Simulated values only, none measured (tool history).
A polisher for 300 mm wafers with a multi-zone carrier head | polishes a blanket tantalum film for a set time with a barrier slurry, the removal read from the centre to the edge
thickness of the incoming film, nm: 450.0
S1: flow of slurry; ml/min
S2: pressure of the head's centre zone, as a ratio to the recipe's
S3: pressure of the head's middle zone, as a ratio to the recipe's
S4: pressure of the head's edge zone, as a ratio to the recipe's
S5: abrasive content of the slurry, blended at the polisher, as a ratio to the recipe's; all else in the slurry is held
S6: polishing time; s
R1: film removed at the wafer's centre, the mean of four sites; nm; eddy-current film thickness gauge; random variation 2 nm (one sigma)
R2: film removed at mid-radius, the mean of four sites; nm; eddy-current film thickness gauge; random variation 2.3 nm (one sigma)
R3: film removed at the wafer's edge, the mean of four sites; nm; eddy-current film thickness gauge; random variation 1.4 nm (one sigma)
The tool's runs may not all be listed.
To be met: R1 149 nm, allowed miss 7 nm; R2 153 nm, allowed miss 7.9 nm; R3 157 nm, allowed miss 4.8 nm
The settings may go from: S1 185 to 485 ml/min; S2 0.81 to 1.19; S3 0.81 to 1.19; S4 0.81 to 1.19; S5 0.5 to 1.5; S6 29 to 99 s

Run 1, day 0: S1 310 ml/min, S2 1, S3 1, S4 1, S5 1, S6 64 s. Result: R1 104.1 nm, R2 105.51 nm, R3 101.74 nm.
Run 2, day 0.067: S1 310 ml/min, S2 1, S3 1, S4 1, S5 1.2, S6 64 s. Result: R1 106.8 nm, R2 109.1 nm, R3 107.9 nm.
Run 3, day 0.321: S1 315 ml/min, S2 1.02, S3 1.02, S4 1.03, S5 1.3, S6 68 s. Result: R1 118.68 nm, R2 119.52 nm, R3 118.97 nm.
Run 4, day 0.354: S1 315 ml/min, S2 0.97, S3 1.02, S4 1.03, S5 1.3, S6 68 s. Result: R1 112.86 nm, R2 120.24 nm, R3 119.34 nm.
Run 5, day 0.512: S1 315 ml/min, S2 0.97, S3 1.02, S4 1.03, S5 1.3, S6 77 s. Result: R1 129.02 nm, R2 133.49 nm, R3 134.79 nm.
Run 6, day 0.8: S1 315 ml/min, S2 0.97, S3 1.07, S4 1.03, S5 1.3, S6 77 s. Result: R1 127.28 nm, R2 138.57 nm, R3 133.5 nm.
Run 7, day 1.012: S1 320 ml/min, S2 0.99, S3 1.07, S4 1.06, S5 1.35, S6 78 s. Result: R1 135.61 nm, R2 139.48 nm, R3 139.39 nm.
Run 8, day 1.225: S1 320 ml/min, S2 0.99, S3 1.07, S4 1.06, S5 1.35, S6 78 s. Result: R1 134.63 nm, R2 139.58 nm, R3 139.27 nm.
Run 9, day 1.388: S1 320 ml/min, S2 0.99, S3 1.08, S4 1.07, S5 1.4, S6 79 s. Result: R1 139.75 nm, R2 146.15 nm, R3 143.21 nm.

4 next moves are on the table. One of them brings every result within its allowed miss. Which?
Run A, day 1.55: S1 320 ml/min, S2 0.98, S3 1.11, S4 1.03, S5 1.45, S6 77 s. Result: R1 ?, R2 ?, R3 ?.
Run B, day 1.55: S1 250 ml/min, S2 0.98, S3 1.01, S4 1.06, S5 1.5, S6 87 s. Result: R1 ?, R2 ?, R3 ?.
Run C, day 1.55: S1 195 ml/min, S2 0.91, S3 0.84, S4 1.19, S5 1.4, S6 91 s. Result: R1 ?, R2 ?, R3 ?.
Run D, day 1.55: S1 280 ml/min, S2 1.06, S3 1.19, S4 0.82, S5 1.5, S6 78 s. Result: R1 ?, R2 ?, R3 ?.

move      R1      R2      R3
   A  133.27  152.14  134.99
   B  147.39  157.87  153.09
   C  136.32  139.41  164.14
   D   145.1  161.15   122.6
A: further off than the last run
B: meets every target
C: takes the result that was furthest off past its target
D: further off than the last run
Answer: B

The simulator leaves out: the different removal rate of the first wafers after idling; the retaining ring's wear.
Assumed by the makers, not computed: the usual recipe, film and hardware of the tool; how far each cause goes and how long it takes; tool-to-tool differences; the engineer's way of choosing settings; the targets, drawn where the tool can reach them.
